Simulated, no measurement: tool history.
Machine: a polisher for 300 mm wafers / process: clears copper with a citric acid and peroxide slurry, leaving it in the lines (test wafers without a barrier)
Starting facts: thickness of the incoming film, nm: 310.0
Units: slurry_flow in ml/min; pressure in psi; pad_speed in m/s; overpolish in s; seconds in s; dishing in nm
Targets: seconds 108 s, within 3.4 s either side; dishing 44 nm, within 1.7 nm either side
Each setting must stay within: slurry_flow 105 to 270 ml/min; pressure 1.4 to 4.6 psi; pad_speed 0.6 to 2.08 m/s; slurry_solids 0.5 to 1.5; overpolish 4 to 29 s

run 1 hour=0 | slurry_flow=175 pressure=3 pad_speed=1.34 slurry_solids=1 overpolish=15 | seconds=101.71 dishing=31.137
run 2 hour=2.7 | slurry_flow=175 pressure=3 pad_speed=1.34 slurry_solids=1.2 overpolish=15 | seconds=98.613 dishing=31.637
run 3 hour=7.6 | slurry_flow=135 pressure=3 pad_speed=1.34 slurry_solids=1.2 overpolish=15 | seconds=102.24 dishing=31.216
run 4 hour=14.8 | slurry_flow=130 pressure=3 pad_speed=1.34 slurry_solids=1.2 overpolish=16 | seconds=101.47 dishing=32.597
run 5 hour=16.5 | slurry_flow=130 pressure=3 pad_speed=1.34 slurry_solids=1.2 overpolish=17 | seconds=102.82 dishing=34.872
run 6 hour=19.3 | slurry_flow=125 pressure=3 pad_speed=1.34 slurry_solids=1.2 overpolish=18 | seconds=103.31 dishing=36.503
run 7 hour=23.4 | slurry_flow=125 pressure=3 pad_speed=1.34 slurry_solids=1.2 overpolish=19 | seconds=101.2 dishing=37.923
run 8 hour=29.7 | slurry_flow=125 pressure=3 pad_speed=1.34 slurry_solids=1.2 overpolish=20 | seconds=103.23 dishing=40.125
run 9 hour=36.2 | slurry_flow=120 pressure=2.9 pad_speed=1.34 slurry_solids=1.2 overpolish=21 | seconds=107.05 dishing=40.869
run 10 hour=40.8 | slurry_flow=115 pressure=2.9 pad_speed=1.34 slurry_solids=1.2 overpolish=22 | seconds=107.99 dishing=42.053

4 candidate next runs follow, results not yet known. Just one meets every target within its allowed miss. Identify it.
run A hour=45.4 | slurry_flow=145 pressure=2.6 pad_speed=1.62 slurry_solids=0.85 overpolish=24 | seconds=? dishing=?
run B hour=45.4 | slurry_flow=135 pressure=2.9 pad_speed=1.5 slurry_solids=0.75 overpolish=19 | seconds=? dishing=?
run C hour=45.4 | slurry_flow=125 pressure=3.1 pad_speed=1.18 slurry_solids=1.2 overpolish=26 | seconds=? dishing=?
run D hour=45.4 | slurry_flow=120 pressure=3.5 pad_speed=1.04 slurry_solids=1.1 overpolish=21 | seconds=? dishing=?

move=A seconds=107.21 dishing=44.563
move=B seconds=106.2 dishing=36.875
move=C seconds=109.17 dishing=47.54
move=D seconds=109.08 dishing=39.726
A: meets every target
B: its largest miss is bigger than the last run's
C: pushes the last run's worst result past its target
D: its largest miss is bigger than the last run's
Correct choice: A, which meets every target
